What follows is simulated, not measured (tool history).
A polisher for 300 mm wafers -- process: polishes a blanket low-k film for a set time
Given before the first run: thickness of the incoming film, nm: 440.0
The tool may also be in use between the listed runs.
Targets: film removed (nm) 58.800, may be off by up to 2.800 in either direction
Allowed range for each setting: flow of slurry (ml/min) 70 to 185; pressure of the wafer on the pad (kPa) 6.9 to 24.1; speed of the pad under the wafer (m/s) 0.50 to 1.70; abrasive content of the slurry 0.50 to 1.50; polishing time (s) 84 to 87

| run | hour | flow of slurry (ml/min) | pressure of the wafer on the pad (kPa) | speed of the pad under the wafer (m/s) | abrasive content of the slurry | polishing time (s) | film removed (nm) |
|---|---|---|---|---|---|---|---|
| 1 | 0.0 | 120 | 15.2 | 1.10 | 1.00 | 84 | 41.292 |
| 2 | 6.5 | 120 | 15.9 | 1.10 | 1.00 | 84 | 42.518 |
| 3 | 12.9 | 120 | 16.5 | 1.10 | 1.00 | 84 | 45.107 |
| 4 | 18.5 | 120 | 17.2 | 1.10 | 1.00 | 84 | 46.729 |
| 5 | 26.7 | 120 | 17.2 | 1.10 | 0.85 | 84 | 44.330 |
| 6 | 34.9 | 120 | 17.9 | 1.10 | 0.85 | 84 | 45.437 |
| 7 | 40.8 | 120 | 18.6 | 1.10 | 0.85 | 84 | 48.808 |
| 8 | 41.6 | 120 | 19.3 | 1.10 | 0.85 | 84 | 49.236 |
| 9 | 46.0 | 120 | 20.0 | 1.10 | 0.85 | 84 | 50.685 |
| 10 | 54.6 | 120 | 20.7 | 1.10 | 0.85 | 84 | 53.212 |
| 11 | 57.6 | 125 | 21.4 | 1.10 | 0.85 | 84 | 54.397 |

Exactly one of the 4 candidate moves below puts every result within its allowed miss. Which one?
| A | 60.6 | 125 | 21.4 | 1.00 | 0.95 | 84 | ? |
| B | 60.6 | 125 | 19.3 | 1.18 | 0.75 | 84 | ? |
| C | 60.6 | 145 | 18.6 | 1.12 | 0.80 | 84 | ? |
| D | 60.6 | 85 | 20.7 | 1.36 | 0.95 | 86 | ? |

| move | film removed (nm) |
|---|---|
| A | 53.346 |
| B | 49.846 |
| C | 48.939 |
| D | 58.021 |
A: its largest miss is bigger than the last run's
B: its largest miss is bigger than the last run's
C: its largest miss is bigger than the last run's
D: hits every target within its allowed miss
So the answer is move D, the one that meets all the targets.
